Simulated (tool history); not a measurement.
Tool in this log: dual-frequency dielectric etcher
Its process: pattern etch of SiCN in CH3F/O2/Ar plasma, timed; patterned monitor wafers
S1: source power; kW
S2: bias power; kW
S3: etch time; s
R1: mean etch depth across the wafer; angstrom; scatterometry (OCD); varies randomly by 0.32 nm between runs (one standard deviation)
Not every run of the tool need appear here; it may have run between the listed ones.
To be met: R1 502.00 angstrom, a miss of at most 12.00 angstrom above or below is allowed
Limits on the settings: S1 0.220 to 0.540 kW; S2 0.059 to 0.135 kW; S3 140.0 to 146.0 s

run,hour,S1,S2,S3,R1
1,0.0,0.380,0.097,140.0,571.46
2,0.8,0.360,0.095,140.0,548.93
3,1.6,0.360,0.095,146.0,578.44
4,7.6,0.360,0.095,146.0,573.29
5,16.3,0.360,0.110,146.0,625.93
6,21.6,0.310,0.110,146.0,607.39
7,27.4,0.300,0.105,145.5,580.59
8,35.0,0.290,0.101,145.0,553.68
9,43.1,0.280,0.100,145.0,541.74
10,45.4,0.270,0.099,145.0,534.31
11,54.3,0.220,0.093,144.5,486.21

5 candidate next runs follow, results not yet known. Just one meets every target within its allowed miss. Identify it.
A,63.2,0.260,0.097,140.0,?
B,63.2,0.220,0.086,145.0,?
C,63.2,0.250,0.088,141.5,?
D,63.2,0.240,0.086,142.0,?
E,63.2,0.230,0.081,145.0,?

move,R1
A,505.40
B,463.08
C,475.37
D,464.67
E,450.86
A: every result lands within tolerance
B: moves away from the targets compared with the last run
C: moves away from the targets compared with the last run
D: moves away from the targets compared with the last run
E: moves away from the targets compared with the last run
The right move is A.

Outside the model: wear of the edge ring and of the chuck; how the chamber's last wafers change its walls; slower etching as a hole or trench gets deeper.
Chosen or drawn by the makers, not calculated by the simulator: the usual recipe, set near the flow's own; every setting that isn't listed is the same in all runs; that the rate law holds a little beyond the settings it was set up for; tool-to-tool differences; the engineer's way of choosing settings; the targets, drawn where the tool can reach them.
